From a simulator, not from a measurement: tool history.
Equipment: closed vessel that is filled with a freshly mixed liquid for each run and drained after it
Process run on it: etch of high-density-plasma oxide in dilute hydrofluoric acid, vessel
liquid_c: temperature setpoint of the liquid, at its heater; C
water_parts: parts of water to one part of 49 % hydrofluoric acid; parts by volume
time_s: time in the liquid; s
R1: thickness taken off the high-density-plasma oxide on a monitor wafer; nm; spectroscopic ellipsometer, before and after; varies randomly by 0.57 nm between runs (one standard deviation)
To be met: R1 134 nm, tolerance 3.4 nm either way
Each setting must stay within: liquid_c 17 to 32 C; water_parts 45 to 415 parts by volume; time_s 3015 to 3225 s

Run 1, day 0: liquid_c 24 C, water_parts 230 parts by volume, time_s 3015 s. Result: R1 57.016 nm.
Run 2, day 0.183: liquid_c 25.5 C, water_parts 230 parts by volume, time_s 3015 s. Result: R1 60.074 nm.
Run 3, day 0.35: liquid_c 25.5 C, water_parts 200 parts by volume, time_s 3015 s. Result: R1 71.336 nm.
Run 4, day 0.608: liquid_c 23 C, water_parts 200 parts by volume, time_s 3015 s. Result: R1 65.139 nm.
Run 5, day 0.712: liquid_c 24 C, water_parts 190 parts by volume, time_s 3015 s. Result: R1 72.133 nm.
Run 6, day 0.808: liquid_c 24 C, water_parts 190 parts by volume, time_s 3015 s. Result: R1 72.569 nm.
Run 7, day 1.129: liquid_c 28 C, water_parts 115 parts by volume, time_s 3020 s. Result: R1 151.19 nm.
Run 8, day 1.417: liquid_c 26.5 C, water_parts 115 parts by volume, time_s 3020 s. Result: R1 142.18 nm.
Run 9, day 1.521: liquid_c 26 C, water_parts 115 parts by volume, time_s 3020 s. Result: R1 140.56 nm.
Run 10, day 1.775: liquid_c 25.5 C, water_parts 115 parts by volume, time_s 3020 s. Result: R1 136.92 nm.

Pick the move, out of 5, that brings all results within their allowed miss; only one does.
Run A, day 2.029: liquid_c 23 C, water_parts 100 parts by volume, time_s 3020 s. Result: R1 ?.
Run B, day 2.029: liquid_c 25 C, water_parts 120 parts by volume, time_s 3115 s. Result: R1 ?.
Run C, day 2.029: liquid_c 22 C, water_parts 105 parts by volume, time_s 3165 s. Result: R1 ?.
Run D, day 2.029: liquid_c 28 C, water_parts 120 parts by volume, time_s 3015 s. Result: R1 ?.
Run E, day 2.029: liquid_c 24 C, water_parts 105 parts by volume, time_s 3015 s. Result: R1 ?.

move      R1
   A  145.82
   B  132.36
   C     139
   D  143.63
   E   143.4
A: further off than the last run
B: every result lands within tolerance
C: further off than the last run
D: further off than the last run
E: further off than the last run
B is the move that brings every result within its allowed miss.
